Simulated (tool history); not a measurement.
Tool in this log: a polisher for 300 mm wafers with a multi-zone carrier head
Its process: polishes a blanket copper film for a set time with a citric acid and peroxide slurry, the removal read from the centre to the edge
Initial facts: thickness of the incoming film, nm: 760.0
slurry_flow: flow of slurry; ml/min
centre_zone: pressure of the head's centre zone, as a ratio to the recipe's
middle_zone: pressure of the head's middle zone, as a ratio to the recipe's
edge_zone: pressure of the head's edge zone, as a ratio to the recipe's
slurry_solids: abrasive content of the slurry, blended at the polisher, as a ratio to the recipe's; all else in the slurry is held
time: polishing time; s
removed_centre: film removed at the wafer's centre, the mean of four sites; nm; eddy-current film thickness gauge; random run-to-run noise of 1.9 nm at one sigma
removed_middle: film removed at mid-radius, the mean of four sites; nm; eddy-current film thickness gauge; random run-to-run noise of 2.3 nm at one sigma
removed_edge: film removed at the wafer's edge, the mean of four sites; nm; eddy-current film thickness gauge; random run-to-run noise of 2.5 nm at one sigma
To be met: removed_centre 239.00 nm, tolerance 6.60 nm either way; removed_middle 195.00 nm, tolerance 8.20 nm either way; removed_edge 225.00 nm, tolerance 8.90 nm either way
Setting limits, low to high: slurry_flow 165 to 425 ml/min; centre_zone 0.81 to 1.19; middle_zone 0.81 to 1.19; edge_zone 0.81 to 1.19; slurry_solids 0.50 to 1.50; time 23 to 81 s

run 1 hour=0.0 | slurry_flow=275 centre_zone=1.00 middle_zone=1.00 edge_zone=1.00 slurry_solids=1.00 time=52 | removed_centre=138.80 removed_middle=136.82 removed_edge=140.96
run 2 hour=7.2 | slurry_flow=250 centre_zone=1.00 middle_zone=1.00 edge_zone=1.00 slurry_solids=1.00 time=52 | removed_centre=136.09 removed_middle=134.49 removed_edge=138.90
run 3 hour=9.2 | slurry_flow=250 centre_zone=1.06 middle_zone=1.00 edge_zone=1.00 slurry_solids=1.00 time=52 | removed_centre=147.11 removed_middle=136.06 removed_edge=138.31
run 4 hour=16.4 | slurry_flow=315 centre_zone=1.06 middle_zone=1.00 edge_zone=1.00 slurry_solids=1.00 time=52 | removed_centre=145.90 removed_middle=140.97 removed_edge=143.95
run 5 hour=20.8 | slurry_flow=315 centre_zone=1.07 middle_zone=0.99 edge_zone=1.01 slurry_solids=1.05 time=54 | removed_centre=156.77 removed_middle=147.56 removed_edge=149.08
run 6 hour=26.0 | slurry_flow=320 centre_zone=1.07 middle_zone=0.97 edge_zone=1.03 slurry_solids=1.10 time=56 | removed_centre=162.35 removed_middle=148.65 removed_edge=156.63
-- hour=33.4 slurry nozzle cleaned
run 7 hour=33.4 | slurry_flow=320 centre_zone=1.08 middle_zone=0.96 edge_zone=1.04 slurry_solids=1.15 time=58 | removed_centre=178.19 removed_middle=157.44 removed_edge=167.51
run 8 hour=34.5 | slurry_flow=325 centre_zone=1.08 middle_zone=0.96 edge_zone=1.06 slurry_solids=1.20 time=59 | removed_centre=182.69 removed_middle=161.00 removed_edge=172.39
run 9 hour=38.8 | slurry_flow=330 centre_zone=1.08 middle_zone=0.96 edge_zone=1.08 slurry_solids=1.25 time=60 | removed_centre=189.56 removed_middle=167.40 removed_edge=180.21

Consider the 5 candidate settings below. Which is the only one whose results all fall within their allowed miss of target?
run A hour=43.1 | slurry_flow=330 centre_zone=1.14 middle_zone=0.92 edge_zone=1.15 slurry_solids=1.25 time=72 | removed_centre=? removed_middle=? removed_edge=?
run B hour=43.1 | slurry_flow=345 centre_zone=1.05 middle_zone=0.91 edge_zone=1.14 slurry_solids=1.35 time=71 | removed_centre=? removed_middle=? removed_edge=?
run C hour=43.1 | slurry_flow=310 centre_zone=1.06 middle_zone=0.99 edge_zone=1.14 slurry_solids=1.45 time=68 | removed_centre=? removed_middle=? removed_edge=?
run D hour=43.1 | slurry_flow=325 centre_zone=1.06 middle_zone=0.99 edge_zone=1.13 slurry_solids=1.20 time=69 | removed_centre=? removed_middle=? removed_edge=?
run E hour=43.1 | slurry_flow=315 centre_zone=1.11 middle_zone=1.05 edge_zone=1.00 slurry_solids=1.20 time=49 | removed_centre=? removed_middle=? removed_edge=?

move=A removed_centre=233.77 removed_middle=194.58 removed_edge=220.66
move=B removed_centre=216.34 removed_middle=193.69 removed_edge=220.48
move=C removed_centre=210.59 removed_middle=200.44 removed_edge=212.77
move=D removed_centre=206.64 removed_middle=196.62 removed_edge=207.66
move=E removed_centre=153.33 removed_middle=146.44 removed_edge=138.89
A: in spec on every target
B: closes in on the targets versus the last run, not all within tolerance yet
C: closes in on the targets versus the last run, not all within tolerance yet
D: closes in on the targets versus the last run, not all within tolerance yet
E: the biggest miss grows against the last run
So the answer is move A, the one that meets all the targets.
